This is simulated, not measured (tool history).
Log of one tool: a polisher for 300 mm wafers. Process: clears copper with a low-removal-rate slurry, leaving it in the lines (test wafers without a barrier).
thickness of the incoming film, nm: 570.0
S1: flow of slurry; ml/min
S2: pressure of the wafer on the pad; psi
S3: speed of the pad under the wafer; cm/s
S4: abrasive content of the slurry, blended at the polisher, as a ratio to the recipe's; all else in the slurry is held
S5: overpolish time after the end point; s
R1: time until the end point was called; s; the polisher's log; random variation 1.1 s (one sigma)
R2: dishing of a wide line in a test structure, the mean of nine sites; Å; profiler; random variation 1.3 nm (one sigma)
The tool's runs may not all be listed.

run 1 hour=0 | S1=205 S2=2.7 S3=142 S4=1 S5=24 | R1=148.17 R2=513.39
run 2 hour=5.9 | S1=205 S2=2.7 S3=142 S4=1 S5=28 | R1=148.59 R2=562.19
run 3 hour=7.5 | S1=205 S2=2.4 S3=142 S4=1 S5=28 | R1=167 R2=507.74
run 4 hour=16.6 | S1=205 S2=2.4 S3=142 S4=1.1 S5=28 | R1=163.34 R2=499.74
run 5 hour=19.4 | S1=205 S2=2.4 S3=142 S4=1 S5=28 | R1=168.73 R2=487.45
run 6 hour=22.9 | S1=205 S2=2.8 S3=142 S4=1 S5=28 | R1=144.87 R2=583.39
run 7 hour=26.7 | S1=205 S2=2.9 S3=142 S4=1 S5=26 | R1=140.92 R2=537.33

Forecast run 8:
run 8 hour=31.7 | S1=205 S2=3 S3=142 S4=1 S5=25 | R1=? R2=?

{"run 8": {"R1": 134.11, "R2": 530.6}}
